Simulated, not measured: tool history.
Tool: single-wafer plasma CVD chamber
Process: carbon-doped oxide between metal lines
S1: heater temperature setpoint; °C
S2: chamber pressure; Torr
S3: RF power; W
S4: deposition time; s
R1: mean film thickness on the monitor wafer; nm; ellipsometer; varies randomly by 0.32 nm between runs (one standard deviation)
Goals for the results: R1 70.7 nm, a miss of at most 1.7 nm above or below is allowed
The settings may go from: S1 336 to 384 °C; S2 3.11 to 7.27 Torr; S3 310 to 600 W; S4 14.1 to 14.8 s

run 1 day=0 | S1=360 S2=5.19 S3=455 S4=14.8 | R1=61.388
run 2 day=0.367 | S1=360 S2=5.19 S3=455 S4=14.1 | R1=58.871
run 3 day=0.692 | S1=359 S2=5.44 S3=485 S4=14.2 | R1=63.018
run 4 day=0.983 | S1=359 S2=5.93 S3=485 S4=14.2 | R1=62.875
run 5 day=1.329 | S1=359 S2=5.93 S3=425 S4=14.2 | R1=58.078
run 6 day=1.688 | S1=357 S2=6.13 S3=460 S4=14.3 | R1=61.648
run 7 day=1.896 | S1=356 S2=6.21 S3=485 S4=14.4 | R1=65.047
run 8 day=2.062 | S1=354 S2=6.36 S3=495 S4=14.4 | R1=65.919
run 9 day=2.225 | S1=354 S2=6.41 S3=510 S4=14.4 | R1=67.151

Which one of the following 5 next-run settings gets every result inside its allowed miss? There is exactly one.
run A day=2.388 | S1=347 S2=5.84 S3=510 S4=14.8 | R1=?
run B day=2.388 | S1=349 S2=6.02 S3=495 S4=14.5 | R1=?
run C day=2.388 | S1=365 S2=7.27 S3=505 S4=14.5 | R1=?
run D day=2.388 | S1=358 S2=6.17 S3=510 S4=14.1 | R1=?
run E day=2.388 | S1=356 S2=7.27 S3=475 S4=14.6 | R1=?

move=A R1=70.332
move=B R1=67.575
move=C R1=66.168
move=D R1=65.2
move=E R1=66.049
A: all results land within tolerance of their targets
B: nearer than the last run, and not there yet
C: misses by more than the last run did
D: misses by more than the last run did
E: misses by more than the last run did
A is the move that brings every result within its allowed miss.

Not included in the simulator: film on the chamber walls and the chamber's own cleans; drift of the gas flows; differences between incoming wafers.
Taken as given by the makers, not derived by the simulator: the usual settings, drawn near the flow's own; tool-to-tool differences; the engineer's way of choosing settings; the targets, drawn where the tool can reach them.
